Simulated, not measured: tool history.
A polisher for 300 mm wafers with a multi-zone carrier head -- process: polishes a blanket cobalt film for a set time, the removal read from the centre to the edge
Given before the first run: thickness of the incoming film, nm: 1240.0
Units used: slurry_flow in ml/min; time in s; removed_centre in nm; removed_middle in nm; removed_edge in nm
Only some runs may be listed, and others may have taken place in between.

Run 1, day 0: slurry_flow 300 ml/min, centre_zone 1, middle_zone 1, edge_zone 1, time 62 s. Result: removed_centre 292.81 nm, removed_middle 286.39 nm, removed_edge 292.9 nm.
Run 2, day 0.204: slurry_flow 300 ml/min, centre_zone 1.01, middle_zone 0.98, edge_zone 0.97, time 58 s. Result: removed_centre 280.53 nm, removed_middle 264.31 nm, removed_edge 263.25 nm.
Run 3, day 0.433: slurry_flow 295 ml/min, centre_zone 1, middle_zone 0.95, edge_zone 0.96, time 55 s. Result: removed_centre 253.76 nm, removed_middle 246.17 nm, removed_edge 246.46 nm.
Run 4, day 0.712: slurry_flow 295 ml/min, centre_zone 1.01, middle_zone 0.93, edge_zone 0.95, time 53 s. Result: removed_centre 250.55 nm, removed_middle 230.89 nm, removed_edge 232.42 nm.
Run 5, day 0.767: slurry_flow 290 ml/min, centre_zone 1.01, middle_zone 0.91, edge_zone 0.94, time 52 s. Result: removed_centre 244.59 nm, removed_middle 224.05 nm, removed_edge 233.94 nm.
Run 6, day 0.817: slurry_flow 290 ml/min, centre_zone 1.01, middle_zone 0.83, edge_zone 0.94, time 52 s. Result: removed_centre 240.34 nm, removed_middle 208.9 nm, removed_edge 234.47 nm.
Run 7, day 1.121: slurry_flow 290 ml/min, centre_zone 1.01, middle_zone 0.83, edge_zone 0.92, time 50 s. Result: removed_centre 241.21 nm, removed_middle 199.23 nm, removed_edge 225.04 nm.
Run 8, day 1.354: slurry_flow 290 ml/min, centre_zone 1.01, middle_zone 0.83, edge_zone 0.92, time 50 s. Result: removed_centre 234.05 nm, removed_middle 200.17 nm, removed_edge 219.42 nm.
Run 9, day 1.375: slurry_flow 290 ml/min, centre_zone 1, middle_zone 0.83, edge_zone 0.9, time 49 s. Result: removed_centre 229.61 nm, removed_middle 197.84 nm, removed_edge 208.81 nm.

What does the tool deliver on the next run?
Run 10, day 1.471: slurry_flow 285 ml/min, centre_zone 1, middle_zone 0.83, edge_zone 0.89, time 48 s. Result: removed_centre ?, removed_middle ?, removed_edge ?.

removed_centre: 219.8 nm
removed_middle: 191.28 nm
removed_edge: 211.73 nm
